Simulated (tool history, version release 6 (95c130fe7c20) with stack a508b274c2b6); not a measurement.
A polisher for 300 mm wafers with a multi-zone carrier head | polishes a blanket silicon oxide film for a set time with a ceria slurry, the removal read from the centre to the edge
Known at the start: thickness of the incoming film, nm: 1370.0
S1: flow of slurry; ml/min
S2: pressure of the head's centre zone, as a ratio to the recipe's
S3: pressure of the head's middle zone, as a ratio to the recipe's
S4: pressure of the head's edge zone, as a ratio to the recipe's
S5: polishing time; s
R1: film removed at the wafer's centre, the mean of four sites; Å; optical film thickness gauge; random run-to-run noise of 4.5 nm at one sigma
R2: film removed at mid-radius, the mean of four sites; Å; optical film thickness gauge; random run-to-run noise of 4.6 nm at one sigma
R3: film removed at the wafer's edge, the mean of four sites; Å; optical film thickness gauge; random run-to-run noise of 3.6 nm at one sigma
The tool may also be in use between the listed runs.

run	hour	S1	S2	S3	S4	S5	R1	R2	R3
1	0.0	155	1.00	1.00	1.00	46	2848.2	2895.6	2701.8
2	3.3	190	1.00	1.00	1.00	46	2917.6	2942.3	2832.8
3	5.5	195	0.98	1.04	1.03	48	2979.8	3190.8	2984.3
4	14.4	195	0.93	1.04	1.03	48	2806.5	3129.2	2966.0
5	15.3	195	0.86	1.04	1.03	48	2577.4	3188.2	2977.0
6	17.2	200	0.87	1.07	1.04	50	2746.1	3402.1	3167.9
7	23.2	205	0.89	1.10	1.05	51	2868.3	3538.7	3209.8
8	25.7	210	0.90	1.11	1.06	52	2940.6	3599.8	3286.2

Expected results for the next run?
9	28.3	215	0.90	1.12	1.06	53	?	?	?

{"run 9": {"R1": 3033.5, "R2": 3784.2, "R3": 3289.8}}
